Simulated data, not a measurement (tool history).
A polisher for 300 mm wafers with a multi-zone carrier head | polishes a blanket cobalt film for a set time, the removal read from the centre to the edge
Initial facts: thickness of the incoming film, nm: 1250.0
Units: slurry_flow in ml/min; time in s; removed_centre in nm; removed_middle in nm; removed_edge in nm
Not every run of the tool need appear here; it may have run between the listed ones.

run,hour,slurry_flow,centre_zone,middle_zone,edge_zone,time,removed_centre,removed_middle,removed_edge
1,0.0,300,1.00,1.00,1.00,90,343.99,337.73,338.24
2,6.9,300,1.00,1.00,1.00,109,406.29,422.58,406.31
3,15.7,300,1.00,0.94,1.00,109,402.42,396.66,410.20
4,22.2,300,1.05,0.94,1.00,109,429.49,389.02,410.48
5,26.5,305,1.06,0.98,1.00,111,431.07,416.15,419.95
6,29.4,305,1.06,0.98,0.92,111,429.65,412.35,408.45
7,32.5,310,1.08,1.00,0.93,112,434.10,425.33,400.88

Run 8, settings as shown, results not yet in. Your forecast:
8,37.0,310,1.08,1.00,0.93,112,?,?,?

{"run 8": {"removed_centre": 455.2, "removed_middle": 422.66, "removed_edge": 410.45}}

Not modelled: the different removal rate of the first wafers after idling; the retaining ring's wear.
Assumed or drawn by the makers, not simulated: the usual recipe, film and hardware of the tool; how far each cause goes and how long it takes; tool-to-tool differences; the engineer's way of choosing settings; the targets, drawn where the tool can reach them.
